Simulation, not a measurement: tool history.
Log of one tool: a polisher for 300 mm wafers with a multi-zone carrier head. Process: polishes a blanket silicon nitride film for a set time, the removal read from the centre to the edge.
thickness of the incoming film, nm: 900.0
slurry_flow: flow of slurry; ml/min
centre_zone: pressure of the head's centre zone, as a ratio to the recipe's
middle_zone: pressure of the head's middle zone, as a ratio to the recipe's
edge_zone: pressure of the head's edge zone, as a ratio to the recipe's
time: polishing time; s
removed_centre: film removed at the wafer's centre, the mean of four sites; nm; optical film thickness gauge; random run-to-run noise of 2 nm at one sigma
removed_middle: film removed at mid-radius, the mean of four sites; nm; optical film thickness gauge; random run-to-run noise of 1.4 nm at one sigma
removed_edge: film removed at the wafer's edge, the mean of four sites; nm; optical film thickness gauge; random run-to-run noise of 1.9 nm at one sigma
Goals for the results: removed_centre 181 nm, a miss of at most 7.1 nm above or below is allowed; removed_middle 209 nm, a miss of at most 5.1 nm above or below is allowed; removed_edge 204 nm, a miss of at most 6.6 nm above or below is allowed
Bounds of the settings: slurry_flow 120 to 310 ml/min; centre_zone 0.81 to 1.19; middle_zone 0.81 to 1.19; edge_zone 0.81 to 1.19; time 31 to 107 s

run,day,slurry_flow,centre_zone,middle_zone,edge_zone,time,removed_centre,removed_middle,removed_edge
1,0,200,1,1,1,69,148.62,150.21,151.71
2,0.333,205,1,1.02,1.02,71,155.48,157.23,156.85
3,0.383,205,0.99,1.03,1.04,73,155.76,162.71,160.73
4,0.604,205,0.98,1.03,1.05,75,155.75,167.67,167.99
5,0.971,205,0.92,1.03,1.05,75,147.41,167.59,167.57
6,1.025,210,0.93,1.04,1.06,76,154.99,173.16,170.81
7,1.15,215,0.93,1.04,1.07,77,153.75,175.24,172.38
8,1.242,210,0.93,1.04,1.08,78,155.91,176.34,175.68
9,1.271,215,0.93,1.04,1.09,79,160.57,176.41,179.38

Which single option among these 4 for the next run brings every result within its allowed miss of target? Just one does.
A,1.3,255,0.93,1.05,1.07,89,?,?,?
B,1.3,195,0.99,1,1.11,64,?,?,?
C,1.3,220,0.92,1.01,1.07,89,?,?,?
D,1.3,195,0.88,1.01,1.14,72,?,?,?

move,removed_centre,removed_middle,removed_edge
A,181.23,207.23,202.3
B,133.6,138.13,144.54
C,175.73,196.99,199.71
D,133.48,156.79,164.81
A: all results land within tolerance of their targets
B: its largest miss is bigger than the last run's
C: gains on the last run, yet a result remains outside its allowed miss
D: its largest miss is bigger than the last run's
Move A is the one to make.

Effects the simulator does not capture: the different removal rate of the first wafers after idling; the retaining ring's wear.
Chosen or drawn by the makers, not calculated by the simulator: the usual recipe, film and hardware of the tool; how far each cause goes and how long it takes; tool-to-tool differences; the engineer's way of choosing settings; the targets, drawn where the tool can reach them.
